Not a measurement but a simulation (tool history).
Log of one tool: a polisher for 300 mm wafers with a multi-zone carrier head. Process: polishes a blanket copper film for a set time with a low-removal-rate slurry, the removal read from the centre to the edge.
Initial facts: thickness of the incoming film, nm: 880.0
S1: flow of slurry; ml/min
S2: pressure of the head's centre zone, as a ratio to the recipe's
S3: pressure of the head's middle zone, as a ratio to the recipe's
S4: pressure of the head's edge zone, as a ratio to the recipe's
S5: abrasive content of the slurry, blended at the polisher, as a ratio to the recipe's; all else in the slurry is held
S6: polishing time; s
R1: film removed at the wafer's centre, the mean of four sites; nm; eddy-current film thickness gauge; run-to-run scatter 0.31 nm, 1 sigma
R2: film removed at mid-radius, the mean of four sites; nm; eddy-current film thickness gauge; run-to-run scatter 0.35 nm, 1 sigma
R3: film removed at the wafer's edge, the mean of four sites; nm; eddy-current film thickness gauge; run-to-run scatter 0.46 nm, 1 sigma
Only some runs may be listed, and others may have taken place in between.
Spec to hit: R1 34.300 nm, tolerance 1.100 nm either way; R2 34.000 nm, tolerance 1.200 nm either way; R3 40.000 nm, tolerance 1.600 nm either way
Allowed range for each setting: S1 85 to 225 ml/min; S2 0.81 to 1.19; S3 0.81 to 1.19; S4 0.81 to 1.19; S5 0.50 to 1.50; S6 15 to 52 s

run	hour	S1	S2	S3	S4	S5	S6	R1	R2	R3
1	0.0	145	1.00	1.00	1.00	1.00	33	70.105	68.866	74.908
2	3.2	145	1.00	1.00	1.00	0.80	33	66.903	66.527	72.970
3	9.2	115	1.00	1.00	1.00	0.80	33	62.683	63.874	71.170
4	16.8	115	1.00	1.00	1.00	0.95	33	65.967	66.371	71.926
5	22.3	115	1.06	1.00	1.00	0.95	33	70.254	67.201	72.423
6	27.8	115	1.04	0.98	0.98	0.85	30	60.670	58.776	64.827
7	35.9	115	1.03	0.96	0.96	0.80	27	54.277	51.303	55.339
8	44.4	85	0.93	0.86	1.02	0.55	21	33.038	31.941	40.022
9	45.9	90	0.93	0.87	1.01	0.55	21	33.742	32.854	40.138

Pick the move, out of 5, that brings all results within their allowed miss; only one does.
A	47.4	105	0.90	0.87	0.97	0.55	20	?	?	?
B	47.4	85	1.00	0.84	1.07	0.55	21	?	?	?
C	47.4	85	0.94	0.81	1.02	0.60	21	?	?	?
D	47.4	120	0.95	0.84	1.04	0.50	20	?	?	?
E	47.4	90	0.93	0.88	0.92	0.65	21	?	?	?

move	R1	R2	R3
A	31.725	31.303	39.380
B	35.394	30.851	41.959
C	33.848	30.686	41.864
D	33.740	30.699	40.431
E	34.492	33.310	41.078
A: its largest miss is bigger than the last run's
B: its largest miss is bigger than the last run's
C: its largest miss is bigger than the last run's
D: its largest miss is bigger than the last run's
E: each result inside its tolerance
The right move is E.

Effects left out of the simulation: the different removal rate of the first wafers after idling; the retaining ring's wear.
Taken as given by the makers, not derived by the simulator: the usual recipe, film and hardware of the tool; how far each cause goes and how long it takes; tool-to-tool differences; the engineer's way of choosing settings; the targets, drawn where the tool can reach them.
